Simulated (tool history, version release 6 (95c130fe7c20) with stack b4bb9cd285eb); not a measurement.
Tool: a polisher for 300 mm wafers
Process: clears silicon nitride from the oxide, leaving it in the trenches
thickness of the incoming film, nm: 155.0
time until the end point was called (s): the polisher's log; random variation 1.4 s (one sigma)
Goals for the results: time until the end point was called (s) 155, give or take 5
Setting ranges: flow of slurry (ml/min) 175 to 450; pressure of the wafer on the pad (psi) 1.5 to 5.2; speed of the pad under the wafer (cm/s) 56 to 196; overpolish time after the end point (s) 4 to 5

| run | hour | flow of slurry (ml/min) | pressure of the wafer on the pad (psi) | speed of the pad under the wafer (cm/s) | overpolish time after the end point (s) | time until the end point was called (s) |
|---|---|---|---|---|---|---|
| 1 | 0 | 290 | 3.3 | 126 | 5 | 104.5 |
| 2 | 5.5 | 290 | 3.2 | 126 | 5 | 107.97 |
| 3 | 14.1 | 330 | 3.2 | 126 | 5 | 104.52 |
| 4 | 21.1 | 395 | 3.2 | 126 | 5 | 104.16 |
| 5 | 27.9 | 395 | 3 | 126 | 5 | 112.41 |
| 6 | 35.8 | 395 | 2.9 | 126 | 5 | 115.17 |
| 7 | 42 | 395 | 2.8 | 126 | 5 | 119.27 |
| 8 | 47.6 | 395 | 2.7 | 126 | 5 | 122.51 |
| 9 | 55 | 395 | 2.6 | 126 | 5 | 127.57 |
| 10 | 63.9 | 395 | 2.5 | 126 | 5 | 133.3 |
| 11 | 70 | 395 | 2.3 | 126 | 5 | 144.3 |

Exactly one of the 5 candidate moves below puts every result within its allowed miss. Which one?
| A | 76.1 | 350 | 2 | 138 | 5 | ? |
| B | 76.1 | 405 | 2.6 | 110 | 5 | ? |
| C | 76.1 | 355 | 1.7 | 152 | 4 | ? |
| D | 76.1 | 425 | 2.2 | 106 | 5 | ? |
| E | 76.1 | 435 | 2.1 | 118 | 4 | ? |

| move | time until the end point was called (s) |
|---|---|
| A | 152.46 |
| B | 139.31 |
| C | 164.78 |
| D | 167.49 |
| E | 161.65 |
A: hits every target within its allowed miss
B: lands further from the targets than the last run did
C: takes the biggest miss from the last run beyond its target
D: takes the biggest miss from the last run beyond its target
E: takes the biggest miss from the last run beyond its target
A meets every target.

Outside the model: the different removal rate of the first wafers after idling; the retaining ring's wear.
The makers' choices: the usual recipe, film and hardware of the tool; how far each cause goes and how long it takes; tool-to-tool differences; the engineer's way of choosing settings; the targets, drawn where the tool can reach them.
